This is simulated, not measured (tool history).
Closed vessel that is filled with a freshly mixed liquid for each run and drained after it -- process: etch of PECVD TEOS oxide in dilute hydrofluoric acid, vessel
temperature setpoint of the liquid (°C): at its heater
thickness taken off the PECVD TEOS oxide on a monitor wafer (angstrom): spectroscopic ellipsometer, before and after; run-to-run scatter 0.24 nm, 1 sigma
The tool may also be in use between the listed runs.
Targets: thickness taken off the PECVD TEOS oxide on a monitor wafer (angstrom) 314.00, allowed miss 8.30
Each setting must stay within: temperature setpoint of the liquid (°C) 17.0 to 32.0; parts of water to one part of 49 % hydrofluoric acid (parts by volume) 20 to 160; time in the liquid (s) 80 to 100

run,hour,temperature setpoint of the liquid (°C),parts of water to one part of 49 % hydrofluoric acid (parts by volume),time in the liquid (s),thickness taken off the PECVD TEOS oxide on a monitor wafer (angstrom)
1,0.0,24.0,90,100,127.79
2,9.3,22.0,90,100,117.59
3,10.9,25.0,90,100,131.97
4,13.2,22.5,90,100,121.34
5,21.6,22.5,60,100,186.13
6,28.2,23.5,60,100,195.69
7,34.0,23.5,60,100,194.07
8,38.4,24.5,60,100,203.18
9,43.5,24.5,60,100,200.15
10,48.8,25.5,60,100,211.85
11,58.1,26.0,60,100,216.60
12,67.5,26.0,60,100,214.03
13,75.6,26.5,60,100,220.42
14,77.4,27.0,60,100,223.54
15,80.6,27.5,60,100,229.73
16,87.6,28.0,60,100,232.51
17,95.0,28.0,60,100,231.22
18,99.0,28.5,60,100,242.15

Below are 4 possible settings for the next run. Only one of them brings all results inside the allowed miss of their targets. Which is it?
A,103.0,27.5,45,100,?
B,103.0,29.5,45,100,?
C,103.0,26.5,60,85,?
D,103.0,29.0,45,100,?

move,thickness taken off the PECVD TEOS oxide on a monitor wafer (angstrom)
A,310.05
B,335.80
C,185.88
D,329.21
A: hits every target within its allowed miss
B: takes the result that was furthest off past its target
C: moves away from the targets compared with the last run
D: takes the result that was furthest off past its target
Answer: A
